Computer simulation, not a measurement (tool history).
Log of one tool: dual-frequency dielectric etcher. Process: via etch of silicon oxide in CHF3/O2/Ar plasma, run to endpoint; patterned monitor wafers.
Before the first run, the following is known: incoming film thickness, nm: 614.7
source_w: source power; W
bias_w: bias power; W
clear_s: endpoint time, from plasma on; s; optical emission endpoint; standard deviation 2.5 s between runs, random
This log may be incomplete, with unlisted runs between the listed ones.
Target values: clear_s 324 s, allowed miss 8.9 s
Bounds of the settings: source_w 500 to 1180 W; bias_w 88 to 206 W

| run | hour | source_w | bias_w | clear_s |
|---|---|---|---|---|
| 1 | 0 | 840 | 147 | 287.36 |
| 2 | 4.1 | 790 | 144 | 295.32 |
| 3 | 6 | 750 | 141 | 301.8 |
| 4 | 10.2 | 890 | 141 | 282.14 |
| 5 | 18.1 | 830 | 137 | 295 |
| 6 | 25.3 | 830 | 152 | 285.59 |
| 7 | 27.8 | 780 | 148 | 289.72 |
| 8 | 34.3 | 740 | 143 | 301.93 |
| 9 | 35.3 | 710 | 141 | 307.92 |
| 10 | 39 | 690 | 140 | 309.06 |

Consider the 5 candidate settings below. Which is the only one whose results all fall within their allowed miss of target?
| A | 42.7 | 570 | 120 | ? |
| B | 42.7 | 560 | 128 | ? |
| C | 42.7 | 580 | 116 | ? |
| D | 42.7 | 640 | 135 | ? |
| E | 42.7 | 520 | 140 | ? |

| move | clear_s |
|---|---|
| A | 345.31 |
| B | 342.08 |
| C | 345.94 |
| D | 321.73 |
| E | 343.36 |
A: takes the result that was furthest off past its target
B: takes the result that was furthest off past its target
C: takes the result that was furthest off past its target
D: every result within its allowed miss
E: takes the result that was furthest off past its target
Move D is the one to make.
